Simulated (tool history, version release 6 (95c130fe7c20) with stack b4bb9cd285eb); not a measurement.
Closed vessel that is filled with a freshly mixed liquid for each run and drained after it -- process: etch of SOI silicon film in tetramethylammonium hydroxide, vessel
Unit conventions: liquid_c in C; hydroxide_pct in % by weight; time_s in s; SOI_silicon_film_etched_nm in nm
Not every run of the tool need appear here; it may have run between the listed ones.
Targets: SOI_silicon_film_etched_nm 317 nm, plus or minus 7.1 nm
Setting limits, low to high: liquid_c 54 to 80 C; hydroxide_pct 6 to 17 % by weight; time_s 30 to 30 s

run 1 day=0 | liquid_c=67 hydroxide_pct=11.5 time_s=30 | SOI_silicon_film_etched_nm=158.24
run 2 day=0.054 | liquid_c=69 hydroxide_pct=11.5 time_s=30 | SOI_silicon_film_etched_nm=177.95
run 3 day=0.104 | liquid_c=69 hydroxide_pct=13 time_s=30 | SOI_silicon_film_etched_nm=170.03
run 4 day=0.221 | liquid_c=71 hydroxide_pct=13 time_s=30 | SOI_silicon_film_etched_nm=190.09
run 5 day=0.471 | liquid_c=72.5 hydroxide_pct=13 time_s=30 | SOI_silicon_film_etched_nm=208.89
run 6 day=0.775 | liquid_c=74 hydroxide_pct=13 time_s=30 | SOI_silicon_film_etched_nm=228.63
run 7 day=0.821 | liquid_c=75 hydroxide_pct=13 time_s=30 | SOI_silicon_film_etched_nm=241.33
run 8 day=0.862 | liquid_c=76 hydroxide_pct=13 time_s=30 | SOI_silicon_film_etched_nm=253.43
run 9 day=0.929 | liquid_c=76.5 hydroxide_pct=13 time_s=30 | SOI_silicon_film_etched_nm=263.09
-- day=1.283 hydroxide flow meter replaced
run 10 day=1.283 | liquid_c=77 hydroxide_pct=13 time_s=30 | SOI_silicon_film_etched_nm=262.3
run 11 day=1.308 | liquid_c=77.5 hydroxide_pct=12.5 time_s=30 | SOI_silicon_film_etched_nm=273.05
run 12 day=1.479 | liquid_c=78 hydroxide_pct=12 time_s=30 | SOI_silicon_film_etched_nm=287.38
run 13 day=1.658 | liquid_c=78.5 hydroxide_pct=12 time_s=30 | SOI_silicon_film_etched_nm=294.4
run 14 day=1.692 | liquid_c=78.5 hydroxide_pct=12 time_s=30 | SOI_silicon_film_etched_nm=294.06
run 15 day=1.925 | liquid_c=79 hydroxide_pct=12 time_s=30 | SOI_silicon_film_etched_nm=301.66

Exactly one of the 4 candidate moves below puts every result within its allowed miss. Which one?
run A day=2.158 | liquid_c=78.5 hydroxide_pct=12.5 time_s=30 | SOI_silicon_film_etched_nm=?
run B day=2.158 | liquid_c=77.5 hydroxide_pct=12.5 time_s=30 | SOI_silicon_film_etched_nm=?
run C day=2.158 | liquid_c=79 hydroxide_pct=15 time_s=30 | SOI_silicon_film_etched_nm=?
run D day=2.158 | liquid_c=80 hydroxide_pct=12.5 time_s=30 | SOI_silicon_film_etched_nm=?

move=A SOI_silicon_film_etched_nm=290.06
move=B SOI_silicon_film_etched_nm=274.25
move=C SOI_silicon_film_etched_nm=272.6
move=D SOI_silicon_film_etched_nm=315.32
A: further off than the last run
B: further off than the last run
C: further off than the last run
D: hits every target within its allowed miss
D meets every target.
